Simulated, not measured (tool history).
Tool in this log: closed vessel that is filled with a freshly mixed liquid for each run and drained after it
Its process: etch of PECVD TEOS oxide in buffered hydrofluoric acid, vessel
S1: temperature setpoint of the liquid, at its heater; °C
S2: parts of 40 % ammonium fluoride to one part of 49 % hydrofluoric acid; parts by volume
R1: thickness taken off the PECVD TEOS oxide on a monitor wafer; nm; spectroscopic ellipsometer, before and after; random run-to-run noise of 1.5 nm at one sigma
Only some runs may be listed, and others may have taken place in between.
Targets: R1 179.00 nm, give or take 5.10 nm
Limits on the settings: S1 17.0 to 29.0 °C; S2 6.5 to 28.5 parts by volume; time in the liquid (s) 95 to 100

Run 1, hour 0.0: S1 21.0 °C, S2 17.5 parts by volume, time in the liquid (s) 95. Result: R1 132.41 nm.
Run 2, hour 1.4: S1 21.0 °C, S2 13.5 parts by volume, time in the liquid (s) 95. Result: R1 170.08 nm.
Run 3, hour 4.0: S1 21.0 °C, S2 15.5 parts by volume, time in the liquid (s) 95. Result: R1 148.85 nm.
Run 4, hour 12.5: S1 21.0 °C, S2 15.5 parts by volume, time in the liquid (s) 100. Result: R1 155.78 nm.
Run 5, hour 14.1: S1 21.0 °C, S2 19.0 parts by volume, time in the liquid (s) 100. Result: R1 127.80 nm.
Run 6, hour 20.9: S1 19.5 °C, S2 19.0 parts by volume, time in the liquid (s) 100. Result: R1 117.00 nm.
Run 7, hour 29.2: S1 23.5 °C, S2 18.5 parts by volume, time in the liquid (s) 100. Result: R1 150.79 nm.
Run 8, hour 37.0: S1 24.0 °C, S2 18.5 parts by volume, time in the liquid (s) 100. Result: R1 154.03 nm.
Run 9, hour 40.4: S1 24.5 °C, S2 18.5 parts by volume, time in the liquid (s) 100. Result: R1 159.69 nm.

Exercise: of the 5 proposed moves below, exactly one satisfies all targets within the stated allowed misses. Which move is it?
Run A, hour 43.8: S1 27.0 °C, S2 17.5 parts by volume, time in the liquid (s) 100. Result: R1 ?.
Run B, hour 43.8: S1 26.0 °C, S2 16.5 parts by volume, time in the liquid (s) 100. Result: R1 ?.
Run C, hour 43.8: S1 23.5 °C, S2 16.0 parts by volume, time in the liquid (s) 95. Result: R1 ?.
Run D, hour 43.8: S1 25.5 °C, S2 17.5 parts by volume, time in the liquid (s) 100. Result: R1 ?.
Run E, hour 43.8: S1 25.0 °C, S2 23.0 parts by volume, time in the liquid (s) 95. Result: R1 ?.

move      R1
   A  192.24
   B  193.02
   C  164.98
   D  177.30
   E  130.55
A: the result that was furthest off in the last run now lies on the other side of its target
B: the result that was furthest off in the last run now lies on the other side of its target
C: nearer the targets than the last run, but a result is still out of spec
D: every result lands within tolerance
E: its largest miss is bigger than the last run's
The right move is D.
